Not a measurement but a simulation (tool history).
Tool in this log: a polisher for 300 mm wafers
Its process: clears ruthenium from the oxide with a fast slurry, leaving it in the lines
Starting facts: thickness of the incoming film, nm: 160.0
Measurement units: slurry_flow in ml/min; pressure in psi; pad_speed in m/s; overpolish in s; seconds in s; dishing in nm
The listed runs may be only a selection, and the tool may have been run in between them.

run,day,slurry_flow,pressure,pad_speed,slurry_solids,overpolish,seconds,dishing
1,0.000,260,3.5,1.08,1.0,27,28.023,102.18
2,0.033,260,3.5,1.08,1.0,34,27.896,122.16
3,0.404,265,4.1,1.10,1.0,32,23.403,124.83
4,0.617,265,4.5,1.12,1.0,32,21.069,131.67
5,0.975,270,4.8,1.16,1.0,32,18.981,134.73
6,1.246,270,5.0,1.18,1.0,33,18.051,138.98
7,1.304,270,5.0,1.18,1.0,33,17.822,140.23
8,1.571,270,5.1,1.20,1.0,33,17.383,140.72
9,1.738,270,5.2,1.22,1.0,34,16.732,144.60

Forecast run 10:
10,1.929,280,5.4,1.26,1.0,34,?,?

{"run 10": {"seconds": 15.726, "dishing": 150.31}}
